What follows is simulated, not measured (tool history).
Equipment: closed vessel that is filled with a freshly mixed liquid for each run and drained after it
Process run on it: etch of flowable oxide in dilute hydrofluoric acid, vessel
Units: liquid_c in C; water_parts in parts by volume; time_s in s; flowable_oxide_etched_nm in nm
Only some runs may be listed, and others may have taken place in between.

| run | hour | liquid_c | water_parts | time_s | flowable_oxide_etched_nm |
|---|---|---|---|---|---|
| 1 | 0 | 23 | 75 | 100 | 46.589 |
| 2 | 5.3 | 23 | 50 | 100 | 72.524 |
| 3 | 10 | 23 | 50 | 100 | 72.467 |
| 4 | 16.3 | 22 | 55 | 100 | 62.953 |
| 5 | 24 | 21 | 60 | 100 | 55.214 |
| 6 | 29.5 | 20.5 | 65 | 100 | 49.427 |
| 7 | 35.7 | 20 | 70 | 100 | 44.341 |
| 8 | 43.4 | 19.5 | 70 | 100 | 43.549 |
| 9 | 47.9 | 19 | 70 | 100 | 42.665 |
| 10 | 52.8 | 18.5 | 70 | 100 | 41.498 |
| 11 | 55.3 | 18 | 70 | 100 | 41.025 |

Forecast run 12:
| 12 | 63.1 | 17.5 | 75 | 100 | ? |

Run 12 came out at flowable_oxide_etched_nm 37.35 nm.

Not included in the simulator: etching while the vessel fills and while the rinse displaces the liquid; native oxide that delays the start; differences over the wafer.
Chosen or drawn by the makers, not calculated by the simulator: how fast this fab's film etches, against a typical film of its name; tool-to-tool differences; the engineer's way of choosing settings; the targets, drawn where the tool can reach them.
